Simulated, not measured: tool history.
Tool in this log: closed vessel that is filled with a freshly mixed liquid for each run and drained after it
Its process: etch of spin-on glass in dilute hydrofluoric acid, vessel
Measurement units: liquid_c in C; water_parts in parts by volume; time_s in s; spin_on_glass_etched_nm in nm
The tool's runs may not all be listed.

| run | hour | liquid_c | water_parts | time_s | spin_on_glass_etched_nm |
|---|---|---|---|---|---|
| 1 | 0 | 21 | 265 | 135 | 12.12 |
| 2 | 3.3 | 21 | 265 | 145 | 13.278 |
| 3 | 7.9 | 22 | 265 | 145 | 13.821 |
| 4 | 11.8 | 22 | 265 | 135 | 12.841 |
| 5 | 13.5 | 18.5 | 265 | 135 | 11.11 |
| 6 | 19.7 | 20.5 | 265 | 135 | 12.159 |

For run 7, what comes out?
| 7 | 26.7 | 22 | 265 | 135 | ? |

spin_on_glass_etched_nm: 12.61 nm

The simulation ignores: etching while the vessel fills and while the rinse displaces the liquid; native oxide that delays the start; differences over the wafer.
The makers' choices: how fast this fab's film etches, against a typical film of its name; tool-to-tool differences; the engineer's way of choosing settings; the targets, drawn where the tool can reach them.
